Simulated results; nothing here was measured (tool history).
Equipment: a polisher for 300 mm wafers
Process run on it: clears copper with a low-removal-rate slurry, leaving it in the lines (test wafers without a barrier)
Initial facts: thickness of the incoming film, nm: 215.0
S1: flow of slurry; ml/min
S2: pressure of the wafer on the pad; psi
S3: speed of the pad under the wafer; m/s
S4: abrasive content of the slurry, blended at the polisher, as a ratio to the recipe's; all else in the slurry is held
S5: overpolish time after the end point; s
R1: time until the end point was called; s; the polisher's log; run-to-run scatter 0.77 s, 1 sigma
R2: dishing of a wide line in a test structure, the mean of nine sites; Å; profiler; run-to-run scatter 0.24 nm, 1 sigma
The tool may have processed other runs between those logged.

run,hour,S1,S2,S3,S4,S5,R1,R2
1,0,160,2.5,0.86,1,19,107.8,259.85
2,3.6,165,2.5,0.86,1,17,107.98,231.41
3,8.9,165,2.2,0.86,1,17,120.6,207.55
4,9.7,180,2.2,0.88,1,15,116.6,194.21
5,16.7,180,2.2,0.88,1.15,15,114.24,200.2
6,23.6,180,2.2,0.88,1.15,18,114.1,230.95
7,30.3,190,2.2,0.9,1.05,16,113.48,208.06
8,35.5,200,2.3,0.92,0.95,14,109.93,190.91
9,38.2,210,2.4,0.92,0.9,13,104.76,191.11

Estimate the outcome of run 10 from the log above:
10,46,175,2.5,0.98,1.15,6,?,?

R1: 90.798 s
R2: 106.78 Å
